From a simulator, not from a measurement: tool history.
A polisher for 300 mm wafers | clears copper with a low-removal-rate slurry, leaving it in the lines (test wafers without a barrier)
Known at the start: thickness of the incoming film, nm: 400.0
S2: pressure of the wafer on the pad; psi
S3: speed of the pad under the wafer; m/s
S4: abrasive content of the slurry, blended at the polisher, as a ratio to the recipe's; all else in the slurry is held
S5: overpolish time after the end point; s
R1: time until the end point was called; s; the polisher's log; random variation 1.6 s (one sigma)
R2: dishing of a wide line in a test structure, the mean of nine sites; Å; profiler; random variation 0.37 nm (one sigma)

run 1 hour=0 | flow_of_slurry_(ml/min)=150 S2=3 S3=1.32 S4=1 S5=22 | R1=92.864 R2=585.67
run 2 hour=4 | flow_of_slurry_(ml/min)=180 S2=3 S3=1.32 S4=1 S5=22 | R1=90.425 R2=602.75
run 3 hour=13 | flow_of_slurry_(ml/min)=150 S2=3 S3=1.32 S4=1 S5=22 | R1=93.579 R2=600.77
run 4 hour=20.4 | flow_of_slurry_(ml/min)=150 S2=2.9 S3=1.32 S4=1 S5=21 | R1=95.532 R2=556.31
run 5 hour=25.6 | flow_of_slurry_(ml/min)=150 S2=2.8 S3=1.32 S4=1 S5=20 | R1=97.537 R2=521.14
run 6 hour=30.2 | flow_of_slurry_(ml/min)=150 S2=2.8 S3=1.32 S4=1.2 S5=20 | R1=95.041 R2=549.8
run 7 hour=31.3 | flow_of_slurry_(ml/min)=150 S2=2.7 S3=1.32 S4=1.2 S5=19 | R1=96.386 R2=498.62
run 8 hour=33.8 | flow_of_slurry_(ml/min)=150 S2=2.6 S3=1.32 S4=1.2 S5=19 | R1=98.601 R2=486.28
run 9 hour=36.9 | flow_of_slurry_(ml/min)=150 S2=2.5 S3=1.32 S4=1.2 S5=19 | R1=105.34 R2=475.75

The next listed run, before its measurement:
run 10 hour=39.9 | flow_of_slurry_(ml/min)=150 S2=2.4 S3=1.32 S4=1.2 S5=19 | R1=? R2=?

{"run 10": {"R1": 108.35, "R2": 453.19}}
